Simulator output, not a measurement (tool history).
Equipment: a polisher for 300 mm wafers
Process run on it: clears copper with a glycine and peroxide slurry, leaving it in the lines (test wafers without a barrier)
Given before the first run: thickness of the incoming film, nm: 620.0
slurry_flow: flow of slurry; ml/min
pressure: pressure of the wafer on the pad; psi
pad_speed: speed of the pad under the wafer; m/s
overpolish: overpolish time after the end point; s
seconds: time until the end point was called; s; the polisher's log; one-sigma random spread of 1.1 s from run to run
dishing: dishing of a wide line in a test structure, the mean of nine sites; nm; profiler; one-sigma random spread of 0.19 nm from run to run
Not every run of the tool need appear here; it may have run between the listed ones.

{"run": 1, "hour": 0.0, "slurry_flow": 195, "pressure": 2.5, "pad_speed": 1.28, "overpolish": 9, "seconds": 100.08, "dishing": 42.893}
{"run": 2, "hour": 3.5, "slurry_flow": 195, "pressure": 2.5, "pad_speed": 1.16, "overpolish": 9, "seconds": 109.9, "dishing": 40.122}
{"run": 3, "hour": 6.0, "slurry_flow": 195, "pressure": 2.0, "pad_speed": 1.16, "overpolish": 9, "seconds": 121.28, "dishing": 35.762}
{"run": 4, "hour": 10.8, "slurry_flow": 195, "pressure": 1.6, "pad_speed": 1.16, "overpolish": 9, "seconds": 130.4, "dishing": 32.663}
{"run": 5, "hour": 19.0, "slurry_flow": 195, "pressure": 1.6, "pad_speed": 1.16, "overpolish": 7, "seconds": 131.91, "dishing": 26.555}
{"run": 6, "hour": 23.7, "slurry_flow": 195, "pressure": 1.6, "pad_speed": 1.46, "overpolish": 7, "seconds": 111.55, "dishing": 32.032}
{"run": 7, "hour": 25.6, "slurry_flow": 210, "pressure": 1.6, "pad_speed": 1.4, "overpolish": 7, "seconds": 113.33, "dishing": 29.982}

The next listed run, before its measurement:
{"run": 8, "hour": 26.4, "slurry_flow": 220, "pressure": 1.5, "pad_speed": 1.36, "overpolish": 7, "seconds": "?", "dishing": "?"}

{"run 8": {"seconds": 118.9, "dishing": 29.639}}

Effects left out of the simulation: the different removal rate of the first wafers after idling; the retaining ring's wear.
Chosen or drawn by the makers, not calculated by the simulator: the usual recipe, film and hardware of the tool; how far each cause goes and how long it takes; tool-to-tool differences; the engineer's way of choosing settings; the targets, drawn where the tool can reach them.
